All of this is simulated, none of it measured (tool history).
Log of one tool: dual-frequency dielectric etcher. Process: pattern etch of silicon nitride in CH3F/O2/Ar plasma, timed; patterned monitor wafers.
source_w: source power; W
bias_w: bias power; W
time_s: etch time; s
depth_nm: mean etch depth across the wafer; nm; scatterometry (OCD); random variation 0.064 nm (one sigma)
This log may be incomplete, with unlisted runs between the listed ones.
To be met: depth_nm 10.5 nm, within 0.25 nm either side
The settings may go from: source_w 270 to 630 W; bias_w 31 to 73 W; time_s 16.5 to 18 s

run 1 hour=0 | source_w=450 bias_w=52 time_s=18 | depth_nm=11.725
run 2 hour=6.8 | source_w=420 bias_w=52 time_s=18 | depth_nm=11.279
run 3 hour=14.6 | source_w=400 bias_w=52 time_s=18 | depth_nm=11.25
run 4 hour=22.7 | source_w=380 bias_w=51 time_s=18 | depth_nm=10.884
run 5 hour=25.5 | source_w=450 bias_w=51 time_s=18 | depth_nm=11.49
run 6 hour=26.1 | source_w=420 bias_w=50 time_s=18 | depth_nm=11.101
run 7 hour=28.7 | source_w=400 bias_w=50 time_s=18 | depth_nm=10.958
run 8 hour=33.4 | source_w=390 bias_w=50 time_s=18 | depth_nm=10.765
run 9 hour=36.9 | source_w=380 bias_w=50 time_s=18 | depth_nm=10.83

Which of these 4 next moves meets every target?
run A hour=40.4 | source_w=410 bias_w=54 time_s=18 | depth_nm=?
run B hour=40.4 | source_w=440 bias_w=51 time_s=16.5 | depth_nm=?
run C hour=40.4 | source_w=480 bias_w=45 time_s=18 | depth_nm=?
run D hour=40.4 | source_w=380 bias_w=58 time_s=17.5 | depth_nm=?

move=A depth_nm=11.424
move=B depth_nm=10.508
move=C depth_nm=11.264
move=D depth_nm=11.117
A: its largest miss is bigger than the last run's
B: every result lands within tolerance
C: its largest miss is bigger than the last run's
D: its largest miss is bigger than the last run's
Correct choice: B, which meets every target
